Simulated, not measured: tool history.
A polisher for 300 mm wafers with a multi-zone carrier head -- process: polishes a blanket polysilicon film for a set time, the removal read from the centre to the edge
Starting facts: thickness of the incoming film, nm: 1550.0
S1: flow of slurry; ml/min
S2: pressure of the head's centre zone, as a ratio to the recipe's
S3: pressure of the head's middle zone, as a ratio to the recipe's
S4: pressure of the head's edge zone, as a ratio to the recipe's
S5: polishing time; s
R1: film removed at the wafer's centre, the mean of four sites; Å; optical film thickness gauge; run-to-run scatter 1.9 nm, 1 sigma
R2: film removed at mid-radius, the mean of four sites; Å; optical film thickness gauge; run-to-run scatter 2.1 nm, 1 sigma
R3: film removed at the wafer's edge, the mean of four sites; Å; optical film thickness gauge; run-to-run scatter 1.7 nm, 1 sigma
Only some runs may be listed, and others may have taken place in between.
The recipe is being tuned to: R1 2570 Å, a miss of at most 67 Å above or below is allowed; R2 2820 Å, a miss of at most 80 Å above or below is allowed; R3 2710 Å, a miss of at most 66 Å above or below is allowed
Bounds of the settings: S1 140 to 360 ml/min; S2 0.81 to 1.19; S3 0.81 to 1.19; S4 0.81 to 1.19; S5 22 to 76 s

| run | hour | S1 | S2 | S3 | S4 | S5 | R1 | R2 | R3 |
|---|---|---|---|---|---|---|---|---|---|
| 1 | 0 | 230 | 1 | 1 | 1 | 49 | 4197.7 | 4032.8 | 4126.2 |
| 2 | 3.7 | 220 | 0.96 | 0.99 | 0.95 | 44 | 3609.1 | 3595.5 | 3572.2 |
| 3 | 6.1 | 220 | 0.96 | 0.99 | 0.95 | 54 | 4455.2 | 4428.8 | 4407.6 |
| 4 | 6.8 | 220 | 0.96 | 0.99 | 0.95 | 59 | 4855.8 | 4854.7 | 4813.9 |
| 5 | 13.5 | 205 | 0.92 | 0.97 | 0.91 | 52 | 4050.1 | 4131.4 | 4115 |
| 6 | 19.1 | 200 | 0.9 | 0.97 | 0.89 | 47 | 3544.4 | 3778.2 | 3692.9 |
| 7 | 20.2 | 200 | 0.89 | 0.96 | 0.87 | 43 | 3232.1 | 3362.4 | 3334.3 |
| 8 | 21.6 | 195 | 0.88 | 0.96 | 0.85 | 41 | 3022.2 | 3239.7 | 3147.2 |
| 9 | 26.4 | 175 | 0.86 | 0.94 | 0.81 | 34 | 2364.2 | 2607.5 | 2511.5 |
| 10 | 33.7 | 240 | 0.86 | 0.96 | 0.84 | 34 | 2504 | 2692.6 | 2667.3 |
| 11 | 37.6 | 240 | 0.86 | 0.97 | 0.84 | 34 | 2511.1 | 2766.1 | 2625.6 |

5 next moves are on the table. One of them brings every result within its allowed miss. Which?
| A | 41.5 | 225 | 0.87 | 0.97 | 0.86 | 35 | ? | ? | ? |
| B | 41.5 | 230 | 0.81 | 0.95 | 0.92 | 35 | ? | ? | ? |
| C | 41.5 | 230 | 0.84 | 0.93 | 0.88 | 36 | ? | ? | ? |
| D | 41.5 | 270 | 0.84 | 1.1 | 0.81 | 33 | ? | ? | ? |
| E | 41.5 | 245 | 0.9 | 0.99 | 0.84 | 35 | ? | ? | ? |

| move | R1 | R2 | R3 |
|---|---|---|---|
| A | 2562.2 | 2858.8 | 2758.3 |
| B | 2395.7 | 2817 | 2850.7 |
| C | 2552.9 | 2846.2 | 2873.7 |
| D | 2387.7 | 3058.7 | 2566 |
| E | 2677.1 | 2935.6 | 2748.3 |
A: all results land within tolerance of their targets
B: moves the result that the last run missed by most past its target, out the other side
C: moves the result that the last run missed by most past its target, out the other side
D: lands further from the targets than the last run did
E: corrects the largest miss of the last run, while another result sits out of spec
So the answer is move A, the one that meets all the targets.
